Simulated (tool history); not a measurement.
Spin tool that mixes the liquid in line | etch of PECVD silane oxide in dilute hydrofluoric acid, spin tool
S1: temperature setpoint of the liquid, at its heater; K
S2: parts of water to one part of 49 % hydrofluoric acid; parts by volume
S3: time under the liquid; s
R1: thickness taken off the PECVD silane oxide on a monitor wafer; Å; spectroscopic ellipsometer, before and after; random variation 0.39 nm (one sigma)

Run 1, hour 0: S1 296.15 K, S2 265 parts by volume, S3 195 s. Result: R1 226.41 Å.
Run 2, hour 2.4: S1 298.65 K, S2 215 parts by volume, S3 195 s. Result: R1 319.39 Å.
Run 3, hour 3.6: S1 300.15 K, S2 185 parts by volume, S3 195 s. Result: R1 407.38 Å.
Run 4, hour 9.9: S1 301.15 K, S2 170 parts by volume, S3 195 s. Result: R1 464.76 Å.
Run 5, hour 13.5: S1 304.15 K, S2 170 parts by volume, S3 195 s. Result: R1 514.91 Å.
Run 6, hour 21: S1 304.15 K, S2 160 parts by volume, S3 195 s. Result: R1 555.93 Å.
Run 7, hour 22: S1 304.15 K, S2 155 parts by volume, S3 195 s. Result: R1 576.97 Å.

Forecast run 8:
Run 8, hour 30.6: S1 304.15 K, S2 150 parts by volume, S3 195 s. Result: R1 ?.

Run 8 gave R1 607.15 Å.
